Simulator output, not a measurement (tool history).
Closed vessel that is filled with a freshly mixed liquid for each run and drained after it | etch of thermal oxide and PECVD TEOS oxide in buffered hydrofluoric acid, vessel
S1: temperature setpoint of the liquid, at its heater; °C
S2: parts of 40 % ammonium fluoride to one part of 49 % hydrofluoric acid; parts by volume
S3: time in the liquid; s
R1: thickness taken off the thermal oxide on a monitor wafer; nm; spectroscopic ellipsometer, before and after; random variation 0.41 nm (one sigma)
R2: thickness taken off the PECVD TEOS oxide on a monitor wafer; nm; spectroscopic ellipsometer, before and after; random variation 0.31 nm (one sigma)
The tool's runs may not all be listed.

run,hour,S1,S2,S3,R1,R2
1,0.0,22.0,12.5,60,53.337,64.679
2,2.1,22.0,12.5,80,70.824,85.375
3,10.1,21.0,13.0,80,64.314,77.882
4,19.0,21.0,13.0,65,52.233,63.165
5,25.9,19.5,13.0,65,48.470,58.694
6,34.6,19.5,15.5,65,40.048,48.740

For run 7, what comes out?
7,41.7,20.0,15.5,65,?,?

Run 7 yielded R1 41.265 nm, R2 50.699 nm.

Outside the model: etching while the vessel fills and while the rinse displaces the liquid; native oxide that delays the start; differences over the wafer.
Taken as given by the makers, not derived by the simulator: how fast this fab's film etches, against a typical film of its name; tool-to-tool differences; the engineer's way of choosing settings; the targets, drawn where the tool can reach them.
